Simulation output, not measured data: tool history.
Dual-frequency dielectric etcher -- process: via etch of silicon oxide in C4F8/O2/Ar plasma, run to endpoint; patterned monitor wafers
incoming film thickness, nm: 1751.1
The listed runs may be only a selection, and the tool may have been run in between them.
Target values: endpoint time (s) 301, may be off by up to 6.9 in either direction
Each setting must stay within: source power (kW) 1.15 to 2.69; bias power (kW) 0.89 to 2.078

| run | hour | source power (kW) | bias power (kW) | endpoint time (s) |
|---|---|---|---|---|
| 1 | 0 | 1.92 | 1.484 | 354.64 |
| 2 | 3.2 | 2 | 1.502 | 347.68 |
| 3 | 6.1 | 2.07 | 1.518 | 338.78 |
| 4 | 10.9 | 2.07 | 1.412 | 350.87 |
| 5 | 11.6 | 2.13 | 1.432 | 342.78 |
| 6 | 19.1 | 2.47 | 1.432 | 323.88 |
| 7 | 23.1 | 2.5 | 1.451 | 320.19 |
| 8 | 24.6 | 2.52 | 1.467 | 320 |
| 9 | 28.9 | 2.54 | 1.488 | 316.2 |
| 10 | 38 | 2.56 | 1.501 | 314.77 |
| 11 | 46.2 | 2.58 | 1.515 | 312.51 |
| 12 | 49.4 | 2.59 | 1.526 | 311.08 |

Below are 4 possible settings for the next run. Only one of them brings all results inside the allowed miss of their targets. Which is it?
| A | 52.6 | 2.46 | 1.573 | ? |
| B | 52.6 | 2.66 | 1.635 | ? |
| C | 52.6 | 2.69 | 1.25 | ? |
| D | 52.6 | 2.58 | 1.431 | ? |

| move | endpoint time (s) |
|---|---|
| A | 313.43 |
| B | 300.87 |
| C | 323.34 |
| D | 316.31 |
A: misses by more than the last run did
B: all results land within tolerance of their targets
C: misses by more than the last run did
D: misses by more than the last run did
So the answer is move B, the one that meets all the targets.
